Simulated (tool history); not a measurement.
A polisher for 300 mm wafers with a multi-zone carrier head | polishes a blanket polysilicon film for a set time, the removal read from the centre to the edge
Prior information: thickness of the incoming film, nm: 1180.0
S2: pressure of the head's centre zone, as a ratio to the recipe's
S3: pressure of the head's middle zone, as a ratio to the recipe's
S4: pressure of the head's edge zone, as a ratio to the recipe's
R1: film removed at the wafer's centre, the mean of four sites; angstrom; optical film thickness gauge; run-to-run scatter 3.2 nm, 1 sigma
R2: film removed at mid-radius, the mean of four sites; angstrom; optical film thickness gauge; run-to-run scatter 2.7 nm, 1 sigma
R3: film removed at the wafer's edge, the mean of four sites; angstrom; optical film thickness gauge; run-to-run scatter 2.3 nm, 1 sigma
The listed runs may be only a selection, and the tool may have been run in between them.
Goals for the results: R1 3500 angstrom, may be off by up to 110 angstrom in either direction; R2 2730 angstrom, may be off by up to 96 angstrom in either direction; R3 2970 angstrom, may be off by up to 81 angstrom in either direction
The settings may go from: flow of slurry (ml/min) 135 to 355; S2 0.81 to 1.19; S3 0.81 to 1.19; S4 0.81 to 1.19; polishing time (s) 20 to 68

Run 1, hour 0: flow of slurry (ml/min) 225, S2 1, S3 1, S4 1, polishing time (s) 44. Result: R1 3346.3 angstrom, R2 3706 angstrom, R3 3755.2 angstrom.
Run 2, hour 8.7: flow of slurry (ml/min) 225, S2 1, S3 1.08, S4 1, polishing time (s) 44. Result: R1 3319.4 angstrom, R2 4106.9 angstrom, R3 3764.1 angstrom.
Run 3, hour 13.9: flow of slurry (ml/min) 220, S2 1.05, S3 1.02, S4 0.95, polishing time (s) 42. Result: R1 3378.5 angstrom, R2 3632.4 angstrom, R3 3464.3 angstrom.
Run 4, hour 20.2: flow of slurry (ml/min) 220, S2 1.05, S3 1.02, S4 0.91, polishing time (s) 42. Result: R1 3293.8 angstrom, R2 3584.3 angstrom, R3 3412 angstrom.
Run 5, hour 27.3: flow of slurry (ml/min) 220, S2 1.05, S3 1.02, S4 0.83, polishing time (s) 42. Result: R1 3341.2 angstrom, R2 3598.5 angstrom, R3 3318.6 angstrom.
Run 6, hour 30.9: flow of slurry (ml/min) 220, S2 0.99, S3 1.02, S4 0.83, polishing time (s) 42. Result: R1 3076.2 angstrom, R2 3660.1 angstrom, R3 3289.1 angstrom.
Run 7, hour 39.4: flow of slurry (ml/min) 210, S2 1.05, S3 0.98, S4 0.82, polishing time (s) 41. Result: R1 3185.9 angstrom, R2 3427.5 angstrom, R3 3146.8 angstrom.
Run 8, hour 41.8: flow of slurry (ml/min) 225, S2 1.09, S3 0.93, S4 0.85, polishing time (s) 40. Result: R1 3256 angstrom, R2 3240.5 angstrom, R3 3172.5 angstrom.
At hour 45.1: centre zone pressure recalibrated.
Run 9, hour 45.1: flow of slurry (ml/min) 210, S2 1.12, S3 0.89, S4 0.84, polishing time (s) 40. Result: R1 3755.4 angstrom, R2 3021.6 angstrom, R3 3162.3 angstrom.
Run 10, hour 50.6: flow of slurry (ml/min) 205, S2 1.11, S3 0.88, S4 0.84, polishing time (s) 39. Result: R1 3611 angstrom, R2 2966.5 angstrom, R3 3026.9 angstrom.
Run 11, hour 54.3: flow of slurry (ml/min) 210, S2 1.1, S3 0.86, S4 0.85, polishing time (s) 38. Result: R1 3452.4 angstrom, R2 2827.3 angstrom, R3 3026.8 angstrom.

Pick the move, out of 4, that brings all results within their allowed miss; only one does.
Run A, hour 58: flow of slurry (ml/min) 135, S2 1.09, S3 0.92, S4 0.81, polishing time (s) 40. Result: R1 ?, R2 ?, R3 ?.
Run B, hour 58: flow of slurry (ml/min) 210, S2 1.1, S3 0.84, S4 0.86, polishing time (s) 40. Result: R1 ?, R2 ?, R3 ?.
Run C, hour 58: flow of slurry (ml/min) 135, S2 1.19, S3 0.91, S4 0.81, polishing time (s) 41. Result: R1 ?, R2 ?, R3 ?.
Run D, hour 58: flow of slurry (ml/min) 135, S2 1.14, S3 0.85, S4 0.85, polishing time (s) 40. Result: R1 ?, R2 ?, R3 ?.

move      R1      R2      R3
   A    3333  2878.9  2886.9
   B  3718.5  2920.5  3165.8
   C  3731.7  2922.6  2959.5
   D  3485.3  2695.6  2951.7
A: further off than the last run
B: further off than the last run
C: further off than the last run
D: every result lands within tolerance
Answer: D
